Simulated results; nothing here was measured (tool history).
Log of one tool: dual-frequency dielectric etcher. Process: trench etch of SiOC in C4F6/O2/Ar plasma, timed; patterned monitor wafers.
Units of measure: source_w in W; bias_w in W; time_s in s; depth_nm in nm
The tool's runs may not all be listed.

run,hour,source_w,bias_w,time_s,depth_nm
1,0.0,250,208,17.0,30.857
2,7.6,260,210,17.0,31.149
3,13.6,260,183,17.0,28.989
4,17.3,260,183,17.0,29.107
5,25.0,270,188,17.0,29.717
6,27.2,270,193,17.0,30.242
7,34.4,270,193,17.0,30.242
8,43.2,280,197,17.0,30.955
9,48.9,290,200,17.0,31.218
10,51.5,340,242,17.5,37.624

The next listed run, before its measurement:
11,52.3,340,242,17.5,?

Run 11 produced depth_nm 37.117 nm.
